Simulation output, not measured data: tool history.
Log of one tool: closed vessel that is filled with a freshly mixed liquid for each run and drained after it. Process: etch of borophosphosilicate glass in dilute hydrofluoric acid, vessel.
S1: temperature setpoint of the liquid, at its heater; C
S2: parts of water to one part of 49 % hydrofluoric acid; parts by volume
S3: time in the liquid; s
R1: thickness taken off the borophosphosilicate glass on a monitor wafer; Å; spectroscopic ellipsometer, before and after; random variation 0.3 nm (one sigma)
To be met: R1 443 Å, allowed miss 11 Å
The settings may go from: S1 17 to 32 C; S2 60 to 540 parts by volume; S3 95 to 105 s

run 1 hour=0 | S1=24 S2=300 S3=95 | R1=187.31
run 2 hour=4.7 | S1=24 S2=300 S3=105 | R1=207.77
run 3 hour=6.6 | S1=24 S2=405 S3=105 | R1=140.21
run 4 hour=15 | S1=26 S2=350 S3=105 | R1=180.38
run 5 hour=15.9 | S1=27 S2=300 S3=105 | R1=231.07
run 6 hour=20.4 | S1=28 S2=270 S3=105 | R1=274.06
run 7 hour=23.6 | S1=28 S2=270 S3=105 | R1=277.37
run 8 hour=26.6 | S1=29 S2=250 S3=105 | R1=311.3
run 9 hour=34.1 | S1=32 S2=175 S3=105 | R1=534.58
run 10 hour=39.2 | S1=31 S2=175 S3=105 | R1=524.98
run 11 hour=41.5 | S1=30 S2=175 S3=105 | R1=504.75
run 12 hour=50.4 | S1=29 S2=175 S3=105 | R1=485.2
run 13 hour=55.1 | S1=28.5 S2=175 S3=105 | R1=477.54
run 14 hour=57.9 | S1=28 S2=175 S3=105 | R1=474.69
run 15 hour=63.6 | S1=25.5 S2=175 S3=105 | R1=422.46

4 next moves are on the table. One of them brings every result within its allowed miss. Which?
run A hour=69.3 | S1=19.5 S2=145 S3=105 | R1=?
run B hour=69.3 | S1=22.5 S2=155 S3=95 | R1=?
run C hour=69.3 | S1=26 S2=165 S3=100 | R1=?
run D hour=69.3 | S1=29 S2=195 S3=95 | R1=?

move=A R1=416.38
move=B R1=393.56
move=C R1=440.75
move=D R1=382.42
A: further off than the last run
B: further off than the last run
C: meets every target
D: further off than the last run
Move C is the one to make.
